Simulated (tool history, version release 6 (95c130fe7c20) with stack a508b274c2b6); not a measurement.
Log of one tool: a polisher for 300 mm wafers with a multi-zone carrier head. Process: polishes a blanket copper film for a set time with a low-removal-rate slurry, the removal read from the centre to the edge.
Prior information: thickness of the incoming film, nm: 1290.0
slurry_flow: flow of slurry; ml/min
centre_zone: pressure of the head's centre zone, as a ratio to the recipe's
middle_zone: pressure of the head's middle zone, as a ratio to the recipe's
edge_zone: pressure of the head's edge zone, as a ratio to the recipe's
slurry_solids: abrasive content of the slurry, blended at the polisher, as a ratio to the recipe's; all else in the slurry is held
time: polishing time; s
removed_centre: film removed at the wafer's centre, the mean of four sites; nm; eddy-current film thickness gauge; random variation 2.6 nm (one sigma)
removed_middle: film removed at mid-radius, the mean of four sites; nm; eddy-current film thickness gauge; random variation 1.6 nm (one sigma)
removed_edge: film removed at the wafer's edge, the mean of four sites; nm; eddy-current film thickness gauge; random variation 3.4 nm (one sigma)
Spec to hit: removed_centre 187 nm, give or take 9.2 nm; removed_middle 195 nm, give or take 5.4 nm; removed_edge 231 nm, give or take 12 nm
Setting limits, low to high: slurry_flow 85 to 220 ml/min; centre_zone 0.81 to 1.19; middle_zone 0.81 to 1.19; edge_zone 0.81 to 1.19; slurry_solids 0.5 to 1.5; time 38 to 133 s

{"run": 1, "hour": 0.0, "slurry_flow": 140, "centre_zone": 1, "middle_zone": 1, "edge_zone": 1, "slurry_solids": 1, "time": 85, "removed_centre": 237.69, "removed_middle": 248.61, "removed_edge": 252.57}
{"run": 2, "hour": 2.5, "slurry_flow": 140, "centre_zone": 1, "middle_zone": 1, "edge_zone": 0.94, "slurry_solids": 1, "time": 85, "removed_centre": 241.57, "removed_middle": 245.96, "removed_edge": 243.82}
{"run": 3, "hour": 10.7, "slurry_flow": 135, "centre_zone": 0.98, "middle_zone": 0.97, "edge_zone": 0.95, "slurry_solids": 1, "time": 85, "removed_centre": 232.78, "removed_middle": 241.26, "removed_edge": 238.95}
{"run": 4, "hour": 12.5, "slurry_flow": 130, "centre_zone": 0.97, "middle_zone": 0.94, "edge_zone": 0.99, "slurry_solids": 0.95, "time": 85, "removed_centre": 226.59, "removed_middle": 230.42, "removed_edge": 243.38}
{"run": 5, "hour": 18.7, "slurry_flow": 115, "centre_zone": 0.97, "middle_zone": 0.94, "edge_zone": 0.99, "slurry_solids": 0.95, "time": 85, "removed_centre": 216.12, "removed_middle": 221.7, "removed_edge": 237.18}
{"run": 6, "hour": 25.8, "slurry_flow": 115, "centre_zone": 0.97, "middle_zone": 0.94, "edge_zone": 0.99, "slurry_solids": 0.95, "time": 77, "removed_centre": 193.27, "removed_middle": 202.99, "removed_edge": 215.29}
{"run": 7, "hour": 30.7, "slurry_flow": 115, "centre_zone": 0.97, "middle_zone": 0.93, "edge_zone": 1.01, "slurry_solids": 0.95, "time": 77, "removed_centre": 198.33, "removed_middle": 198.21, "removed_edge": 213.77}
{"run": 8, "hour": 36.9, "slurry_flow": 110, "centre_zone": 0.96, "middle_zone": 0.93, "edge_zone": 1.03, "slurry_solids": 0.95, "time": 77, "removed_centre": 193.56, "removed_middle": 195.22, "removed_edge": 211.41}

Below are 4 possible settings for the next run. Only one of them brings all results inside the allowed miss of their targets. Which is it?
{"run": "A", "hour": 43.1, "slurry_flow": 100, "centre_zone": 1, "middle_zone": 0.88, "edge_zone": 1.04, "slurry_solids": 1.05, "time": 81, "removed_centre": "?", "removed_middle": "?", "removed_edge": "?"}
{"run": "B", "hour": 43.1, "slurry_flow": 105, "centre_zone": 0.9, "middle_zone": 0.89, "edge_zone": 1.07, "slurry_solids": 0.9, "time": 82, "removed_centre": "?", "removed_middle": "?", "removed_edge": "?"}
{"run": "C", "hour": 43.1, "slurry_flow": 150, "centre_zone": 1.06, "middle_zone": 0.98, "edge_zone": 0.91, "slurry_solids": 1.1, "time": 63, "removed_centre": "?", "removed_middle": "?", "removed_edge": "?"}
{"run": "D", "hour": 43.1, "slurry_flow": 120, "centre_zone": 1.03, "middle_zone": 0.97, "edge_zone": 0.87, "slurry_solids": 0.8, "time": 77, "removed_centre": "?", "removed_middle": "?", "removed_edge": "?"}

move=A removed_centre=207.13 removed_middle=197.19 removed_edge=224.27
move=B removed_centre=189.32 removed_middle=197.49 removed_edge=224.42
move=C removed_centre=193.13 removed_middle=188.71 removed_edge=177.98
move=D removed_centre=201.58 removed_middle=201.42 removed_edge=190.61
A: meets the target for the result that was furthest off, but another lies outside its allowed miss
B: all results in spec
C: further off than the last run
D: further off than the last run
The right move is B.
